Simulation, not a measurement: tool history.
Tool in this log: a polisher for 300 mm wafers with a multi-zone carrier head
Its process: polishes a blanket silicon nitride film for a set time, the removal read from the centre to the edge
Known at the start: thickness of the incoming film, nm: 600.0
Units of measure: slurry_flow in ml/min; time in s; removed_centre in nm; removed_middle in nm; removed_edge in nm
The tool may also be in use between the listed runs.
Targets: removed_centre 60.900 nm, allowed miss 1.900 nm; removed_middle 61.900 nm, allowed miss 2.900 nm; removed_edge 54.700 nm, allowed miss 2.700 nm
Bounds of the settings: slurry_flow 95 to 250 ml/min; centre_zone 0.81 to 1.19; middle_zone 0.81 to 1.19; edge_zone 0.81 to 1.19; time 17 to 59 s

{"run": 1, "hour": 0.0, "slurry_flow": 160, "centre_zone": 1.0, "middle_zone": 1.0, "edge_zone": 1.0, "time": 38, "removed_centre": 40.277, "removed_middle": 39.607, "removed_edge": 39.338}
{"run": 2, "hour": 5.7, "slurry_flow": 135, "centre_zone": 1.0, "middle_zone": 1.0, "edge_zone": 1.0, "time": 38, "removed_centre": 38.97, "removed_middle": 39.611, "removed_edge": 37.959}
{"run": 3, "hour": 12.7, "slurry_flow": 135, "centre_zone": 1.0, "middle_zone": 1.0, "edge_zone": 1.0, "time": 34, "removed_centre": 35.071, "removed_middle": 35.223, "removed_edge": 33.919}
{"run": 4, "hour": 20.1, "slurry_flow": 140, "centre_zone": 1.02, "middle_zone": 1.03, "edge_zone": 1.01, "time": 37, "removed_centre": 38.974, "removed_middle": 38.94, "removed_edge": 39.59}
{"run": 5, "hour": 23.9, "slurry_flow": 140, "centre_zone": 1.02, "middle_zone": 1.03, "edge_zone": 1.07, "time": 37, "removed_centre": 39.71, "removed_middle": 38.853, "removed_edge": 39.68}
{"run": 6, "hour": 27.8, "slurry_flow": 135, "centre_zone": 1.04, "middle_zone": 1.04, "edge_zone": 1.02, "time": 39, "removed_centre": 41.445, "removed_middle": 41.848, "removed_edge": 40.97}
{"run": 7, "hour": 31.4, "slurry_flow": 140, "centre_zone": 1.07, "middle_zone": 1.05, "edge_zone": 0.99, "time": 41, "removed_centre": 44.973, "removed_middle": 44.457, "removed_edge": 41.608}
{"run": 8, "hour": 36.1, "slurry_flow": 145, "centre_zone": 1.08, "middle_zone": 1.07, "edge_zone": 0.99, "time": 42, "removed_centre": 48.049, "removed_middle": 46.859, "removed_edge": 42.696}
{"run": 9, "hour": 39.8, "slurry_flow": 150, "centre_zone": 1.08, "middle_zone": 1.09, "edge_zone": 1.0, "time": 43, "removed_centre": 48.856, "removed_middle": 48.451, "removed_edge": 45.183}
{"run": 10, "hour": 45.2, "slurry_flow": 150, "centre_zone": 1.09, "middle_zone": 1.1, "edge_zone": 1.0, "time": 44, "removed_centre": 50.113, "removed_middle": 50.493, "removed_edge": 45.485}
{"run": 11, "hour": 47.3, "slurry_flow": 155, "centre_zone": 1.1, "middle_zone": 1.11, "edge_zone": 1.01, "time": 45, "removed_centre": 52.095, "removed_middle": 52.431, "removed_edge": 46.206}
{"run": 12, "hour": 53.1, "slurry_flow": 155, "centre_zone": 1.11, "middle_zone": 1.12, "edge_zone": 1.03, "time": 46, "removed_centre": 53.923, "removed_middle": 53.316, "removed_edge": 48.471}
{"run": 13, "hour": 53.6, "slurry_flow": 200, "centre_zone": 1.12, "middle_zone": 1.19, "edge_zone": 1.07, "time": 48, "removed_centre": 58.085, "removed_middle": 61.869, "removed_edge": 53.788}
{"run": 14, "hour": 55.5, "slurry_flow": 200, "centre_zone": 1.13, "middle_zone": 1.19, "edge_zone": 1.07, "time": 48, "removed_centre": 58.532, "removed_middle": 60.935, "removed_edge": 52.239}

Below are 4 possible settings for the next run. Only one of them brings all results inside the allowed miss of their targets. Which is it?
{"run": "A", "hour": 57.4, "slurry_flow": 205, "centre_zone": 1.15, "middle_zone": 1.18, "edge_zone": 1.1, "time": 49, "removed_centre": "?", "removed_middle": "?", "removed_edge": "?"}
{"run": "B", "hour": 57.4, "slurry_flow": 190, "centre_zone": 1.16, "middle_zone": 1.16, "edge_zone": 0.94, "time": 48, "removed_centre": "?", "removed_middle": "?", "removed_edge": "?"}
{"run": "C", "hour": 57.4, "slurry_flow": 125, "centre_zone": 0.95, "middle_zone": 1.19, "edge_zone": 0.86, "time": 54, "removed_centre": "?", "removed_middle": "?", "removed_edge": "?"}
{"run": "D", "hour": 57.4, "slurry_flow": 215, "centre_zone": 1.03, "middle_zone": 1.13, "edge_zone": 1.19, "time": 49, "removed_centre": "?", "removed_middle": "?", "removed_edge": "?"}

move=A removed_centre=61.328 removed_middle=61.136 removed_edge=53.899
move=B removed_centre=59.943 removed_middle=58.494 removed_edge=48.597
move=C removed_centre=52.892 removed_middle=63.728 removed_edge=50.410
move=D removed_centre=55.795 removed_middle=59.244 removed_edge=56.394
A: in spec on every target
B: gets the furthest-off result to its target, but another result is out of tolerance
C: misses by more than the last run did
D: misses by more than the last run did
The move that meets every target is A.
